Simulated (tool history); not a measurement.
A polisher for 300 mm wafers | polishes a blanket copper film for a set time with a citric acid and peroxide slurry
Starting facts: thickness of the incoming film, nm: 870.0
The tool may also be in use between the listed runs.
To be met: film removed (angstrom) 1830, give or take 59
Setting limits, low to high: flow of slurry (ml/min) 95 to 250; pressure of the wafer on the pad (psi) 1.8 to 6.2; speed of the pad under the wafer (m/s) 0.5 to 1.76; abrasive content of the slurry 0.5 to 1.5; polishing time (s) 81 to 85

| run | day | flow of slurry (ml/min) | pressure of the wafer on the pad (psi) | speed of the pad under the wafer (m/s) | abrasive content of the slurry | polishing time (s) | film removed (angstrom) |
|---|---|---|---|---|---|---|---|
| 1 | 0 | 160 | 4 | 1.12 | 1 | 81 | 3136.7 |
| 2 | 0.054 | 190 | 4 | 1.12 | 1 | 81 | 3173.7 |
| 3 | 0.092 | 190 | 3.3 | 1.12 | 1 | 81 | 2692 |
| 4 | 0.167 | 190 | 3.3 | 1.12 | 1.1 | 81 | 2759 |
| 5 | 0.467 | 190 | 3.7 | 1.12 | 1.1 | 81 | 3082.8 |
| 6 | 0.717 | 190 | 3.7 | 1.12 | 1 | 81 | 2958.3 |
| 7 | 1.017 | 190 | 3.1 | 1.12 | 1 | 81 | 2511.4 |
| 8 | 1.358 | 185 | 2.7 | 1.12 | 1 | 81 | 2192.2 |
| 9 | 1.412 | 175 | 2.6 | 1.12 | 1 | 81 | 2079.4 |
| 10 | 1.562 | 130 | 2.3 | 1.12 | 1 | 81 | 1772.1 |

Next run, 5 choices. One meets every target within its allowed miss, the rest don't. Which?
| A | 1.712 | 150 | 2.1 | 1.14 | 1.05 | 81 | ? |
| B | 1.712 | 135 | 2.3 | 1.04 | 0.8 | 85 | ? |
| C | 1.712 | 145 | 2.9 | 0.9 | 0.95 | 85 | ? |
| D | 1.712 | 115 | 2.3 | 1.24 | 1.15 | 85 | ? |
| E | 1.712 | 105 | 2.1 | 1.4 | 1.05 | 81 | ? |

| move | film removed (angstrom) |
|---|---|
| A | 1701.3 |
| B | 1692.1 |
| C | 1980.4 |
| D | 1990.6 |
| E | 1838 |
A: further off than the last run
B: further off than the last run
C: takes the biggest miss from the last run beyond its target
D: takes the biggest miss from the last run beyond its target
E: every result lands within tolerance
Go with E: it meets all targets.
